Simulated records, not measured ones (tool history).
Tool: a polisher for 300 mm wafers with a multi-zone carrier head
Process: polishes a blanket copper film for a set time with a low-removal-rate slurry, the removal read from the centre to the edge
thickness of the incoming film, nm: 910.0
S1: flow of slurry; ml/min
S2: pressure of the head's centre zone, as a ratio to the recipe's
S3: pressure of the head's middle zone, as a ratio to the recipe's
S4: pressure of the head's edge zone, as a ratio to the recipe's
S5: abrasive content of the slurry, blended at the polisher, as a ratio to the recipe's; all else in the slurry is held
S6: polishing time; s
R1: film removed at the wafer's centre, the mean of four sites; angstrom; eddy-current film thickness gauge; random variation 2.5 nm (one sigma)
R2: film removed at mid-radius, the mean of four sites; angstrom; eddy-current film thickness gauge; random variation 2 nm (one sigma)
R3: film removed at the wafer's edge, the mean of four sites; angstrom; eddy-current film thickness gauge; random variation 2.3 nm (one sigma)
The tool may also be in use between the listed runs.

run	hour	S1	S2	S3	S4	S5	S6	R1	R2	R3
1	0	180	1	1	1	1	46	1703.1	1682.4	1754.3
2	6.9	180	1	0.96	1	1	46	1691.6	1626.7	1728.3
3	9	180	0.95	0.96	1	1	46	1596.4	1603.9	1769.5
4	12.3	190	0.98	0.97	1.02	1.1	48	1775.1	1738.5	1881.1
5	16.2	190	0.98	0.89	1.02	1.1	48	1820.4	1616.9	1883.2
6	25	190	0.98	0.89	1.02	1.1	58	2146.1	1997.7	2241
7	30.7	200	1.01	0.91	1.04	1.15	58	2239.5	2027.4	2326
8	37.8	205	1.04	0.94	1.03	1.2	58	2360.5	2135.1	2337.1

Run 9 comes next. What will it give?
9	42.8	255	1.14	1.04	1.11	1.35	58	?	?	?

Run 9 gave R1 2776.4 angstrom, R2 2455.6 angstrom, R3 2516.9 angstrom.

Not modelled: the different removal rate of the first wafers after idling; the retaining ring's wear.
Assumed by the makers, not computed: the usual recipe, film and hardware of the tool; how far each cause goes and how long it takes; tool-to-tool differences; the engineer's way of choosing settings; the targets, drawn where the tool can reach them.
